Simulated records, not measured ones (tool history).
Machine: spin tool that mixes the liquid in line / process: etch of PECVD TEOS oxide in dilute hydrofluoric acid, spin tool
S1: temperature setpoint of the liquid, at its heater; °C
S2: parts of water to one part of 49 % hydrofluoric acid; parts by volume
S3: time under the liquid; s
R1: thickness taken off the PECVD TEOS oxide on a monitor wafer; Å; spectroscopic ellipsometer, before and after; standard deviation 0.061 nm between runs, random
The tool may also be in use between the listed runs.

Run 1, hour 0.0: S1 22.0 °C, S2 85 parts by volume, S3 200 s. Result: R1 237.43 Å.
Run 2, hour 7.3: S1 22.0 °C, S2 110 parts by volume, S3 200 s. Result: R1 177.73 Å.
Run 3, hour 14.2: S1 22.0 °C, S2 85 parts by volume, S3 200 s. Result: R1 238.51 Å.
Run 4, hour 15.6: S1 18.5 °C, S2 85 parts by volume, S3 200 s. Result: R1 206.80 Å.
Run 5, hour 18.6: S1 18.0 °C, S2 85 parts by volume, S3 200 s. Result: R1 201.87 Å.
Run 6, hour 21.1: S1 18.0 °C, S2 75 parts by volume, S3 200 s. Result: R1 230.51 Å.

The next listed run, before its measurement:
At hour 21.7: hydrofluoric acid flow meter replaced.
Run 7, hour 21.7: S1 17.5 °C, S2 80 parts by volume, S3 200 s. Result: R1 ?.

For run 7 the tool returned R1 222.04 Å.
